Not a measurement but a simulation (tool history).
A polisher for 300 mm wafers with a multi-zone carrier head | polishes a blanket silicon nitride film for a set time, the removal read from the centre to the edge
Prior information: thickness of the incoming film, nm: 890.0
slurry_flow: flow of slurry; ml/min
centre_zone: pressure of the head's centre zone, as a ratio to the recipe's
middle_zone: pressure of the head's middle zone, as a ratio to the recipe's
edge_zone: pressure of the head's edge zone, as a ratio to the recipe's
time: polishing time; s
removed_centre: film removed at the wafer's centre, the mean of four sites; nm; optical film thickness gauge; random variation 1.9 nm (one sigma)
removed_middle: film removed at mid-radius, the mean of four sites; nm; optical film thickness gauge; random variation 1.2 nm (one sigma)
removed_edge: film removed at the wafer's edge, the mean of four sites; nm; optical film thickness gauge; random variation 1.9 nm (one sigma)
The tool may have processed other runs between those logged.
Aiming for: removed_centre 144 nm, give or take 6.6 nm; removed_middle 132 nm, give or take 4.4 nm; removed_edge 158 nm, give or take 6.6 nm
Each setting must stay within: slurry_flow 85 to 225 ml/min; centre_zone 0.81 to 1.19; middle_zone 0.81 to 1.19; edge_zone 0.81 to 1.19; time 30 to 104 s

run 1 hour=0 | slurry_flow=145 centre_zone=1 middle_zone=1 edge_zone=1 time=67 | removed_centre=119.39 removed_middle=120.51 removed_edge=127.42
run 2 hour=3.9 | slurry_flow=155 centre_zone=1.01 middle_zone=0.99 edge_zone=1.05 time=69 | removed_centre=125.84 removed_middle=126.27 removed_edge=135.85
run 3 hour=4.5 | slurry_flow=130 centre_zone=1.01 middle_zone=0.99 edge_zone=1.05 time=69 | removed_centre=122.87 removed_middle=121.63 removed_edge=130.87
run 4 hour=10.6 | slurry_flow=130 centre_zone=1.01 middle_zone=0.99 edge_zone=1.05 time=82 | removed_centre=146.38 removed_middle=144.56 removed_edge=156.43
run 5 hour=16.3 | slurry_flow=125 centre_zone=1.01 middle_zone=0.96 edge_zone=1.06 time=82 | removed_centre=142.27 removed_middle=139.03 removed_edge=155.54
run 6 hour=22.2 | slurry_flow=155 centre_zone=1.01 middle_zone=0.96 edge_zone=1.06 time=82 | removed_centre=152.57 removed_middle=147.81 removed_edge=161.32
run 7 hour=27.7 | slurry_flow=155 centre_zone=1.01 middle_zone=0.96 edge_zone=1.06 time=82 | removed_centre=151.84 removed_middle=145.63 removed_edge=159.11
run 8 hour=30.1 | slurry_flow=145 centre_zone=1.01 middle_zone=0.94 edge_zone=1.07 time=82 | removed_centre=147.56 removed_middle=143.8 removed_edge=158.81

Exercise: of the 5 proposed moves below, exactly one satisfies all targets within the stated allowed misses. Which move is it?
run A hour=32.5 | slurry_flow=155 centre_zone=0.93 middle_zone=0.89 edge_zone=1.16 time=77 | removed_centre=? removed_middle=? removed_edge=?
run B hour=32.5 | slurry_flow=130 centre_zone=0.98 middle_zone=0.99 edge_zone=1.02 time=83 | removed_centre=? removed_middle=? removed_edge=?
run C hour=32.5 | slurry_flow=180 centre_zone=1.06 middle_zone=0.82 edge_zone=1.18 time=72 | removed_centre=? removed_middle=? removed_edge=?
run D hour=32.5 | slurry_flow=145 centre_zone=1.01 middle_zone=0.85 edge_zone=1.11 time=80 | removed_centre=? removed_middle=? removed_edge=?
run E hour=32.5 | slurry_flow=100 centre_zone=1 middle_zone=0.83 edge_zone=1.18 time=91 | removed_centre=? removed_middle=? removed_edge=?

move=A removed_centre=129.09 removed_middle=132.12 removed_edge=159.87
move=B removed_centre=140.41 removed_middle=145.76 removed_edge=157.24
move=C removed_centre=141.89 removed_middle=121.2 removed_edge=153.92
move=D removed_centre=143.41 removed_middle=131.88 removed_edge=160.94
move=E removed_centre=143.98 removed_middle=133.95 removed_edge=176.21
A: brings the result that was furthest off to its target, and leaves another outside
B: misses by more than the last run did
C: carries the result that was furthest off beyond its target, to the other side
D: meets every target
E: brings the result that was furthest off to its target, and leaves another outside
Correct choice: D, which meets every target

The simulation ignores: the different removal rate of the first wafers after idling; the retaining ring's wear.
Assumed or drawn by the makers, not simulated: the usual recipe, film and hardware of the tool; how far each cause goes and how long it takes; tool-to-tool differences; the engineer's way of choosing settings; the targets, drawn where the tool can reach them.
